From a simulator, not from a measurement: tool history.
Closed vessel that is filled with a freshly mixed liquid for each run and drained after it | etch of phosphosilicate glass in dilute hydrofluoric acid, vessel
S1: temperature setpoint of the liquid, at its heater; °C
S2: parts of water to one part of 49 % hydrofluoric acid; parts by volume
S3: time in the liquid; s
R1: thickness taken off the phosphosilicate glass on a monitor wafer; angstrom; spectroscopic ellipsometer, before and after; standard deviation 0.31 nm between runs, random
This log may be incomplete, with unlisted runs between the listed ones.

Run 1, hour 0.0: S1 23.0 °C, S2 170 parts by volume, S3 30 s. Result: R1 235.12 angstrom.
Run 2, hour 7.0: S1 23.0 °C, S2 215 parts by volume, S3 30 s. Result: R1 178.15 angstrom.
Run 3, hour 9.5: S1 23.0 °C, S2 215 parts by volume, S3 30 s. Result: R1 178.68 angstrom.
Run 4, hour 13.9: S1 23.0 °C, S2 260 parts by volume, S3 30 s. Result: R1 138.05 angstrom.
Run 5, hour 22.8: S1 23.0 °C, S2 305 parts by volume, S3 30 s. Result: R1 113.99 angstrom.
Run 6, hour 25.3: S1 25.0 °C, S2 265 parts by volume, S3 30 s. Result: R1 149.75 angstrom.
Run 7, hour 28.6: S1 26.5 °C, S2 240 parts by volume, S3 30 s. Result: R1 172.60 angstrom.
Run 8, hour 35.0: S1 27.5 °C, S2 215 parts by volume, S3 30 s. Result: R1 205.53 angstrom.
Run 9, hour 42.3: S1 28.5 °C, S2 200 parts by volume, S3 30 s. Result: R1 236.43 angstrom.
Run 10, hour 44.1: S1 29.0 °C, S2 190 parts by volume, S3 30 s. Result: R1 256.35 angstrom.

Expected results for the next run?
Run 11, hour 46.9: S1 29.5 °C, S2 185 parts by volume, S3 30 s. Result: R1 ?.

{"run 11": {"R1": 267.09}}
